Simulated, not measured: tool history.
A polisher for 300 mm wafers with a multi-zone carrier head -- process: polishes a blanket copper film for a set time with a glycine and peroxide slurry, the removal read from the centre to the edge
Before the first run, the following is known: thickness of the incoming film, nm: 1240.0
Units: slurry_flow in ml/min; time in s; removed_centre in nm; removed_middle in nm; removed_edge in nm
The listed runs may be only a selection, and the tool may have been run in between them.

Run 1, hour 0.0: slurry_flow 305 ml/min, centre_zone 1.00, middle_zone 1.00, edge_zone 1.00, time 48 s. Result: removed_centre 297.35 nm, removed_middle 282.78 nm, removed_edge 288.43 nm.
Run 2, hour 2.8: slurry_flow 295 ml/min, centre_zone 0.96, middle_zone 0.99, edge_zone 0.98, time 48 s. Result: removed_centre 279.61 nm, removed_middle 279.11 nm, removed_edge 284.45 nm.
Run 3, hour 9.7: slurry_flow 295 ml/min, centre_zone 0.96, middle_zone 1.03, edge_zone 0.98, time 48 s. Result: removed_centre 279.01 nm, removed_middle 294.33 nm, removed_edge 286.78 nm.
Run 4, hour 14.8: slurry_flow 295 ml/min, centre_zone 0.96, middle_zone 1.03, edge_zone 1.05, time 48 s. Result: removed_centre 279.62 nm, removed_middle 289.84 nm, removed_edge 292.61 nm.
Run 5, hour 20.0: slurry_flow 295 ml/min, centre_zone 0.91, middle_zone 1.03, edge_zone 1.05, time 48 s. Result: removed_centre 264.64 nm, removed_middle 287.22 nm, removed_edge 297.22 nm.
Run 6, hour 21.5: slurry_flow 355 ml/min, centre_zone 0.91, middle_zone 1.03, edge_zone 1.05, time 48 s. Result: removed_centre 271.01 nm, removed_middle 300.87 nm, removed_edge 295.88 nm.

For run 7, what comes out?
Run 7, hour 24.0: slurry_flow 345 ml/min, centre_zone 0.90, middle_zone 1.01, edge_zone 1.01, time 47 s. Result: removed_centre ?, removed_middle ?, removed_edge ?.

{"run 7": {"removed_centre": 260.52, "removed_middle": 283.13, "removed_edge": 289.2}}

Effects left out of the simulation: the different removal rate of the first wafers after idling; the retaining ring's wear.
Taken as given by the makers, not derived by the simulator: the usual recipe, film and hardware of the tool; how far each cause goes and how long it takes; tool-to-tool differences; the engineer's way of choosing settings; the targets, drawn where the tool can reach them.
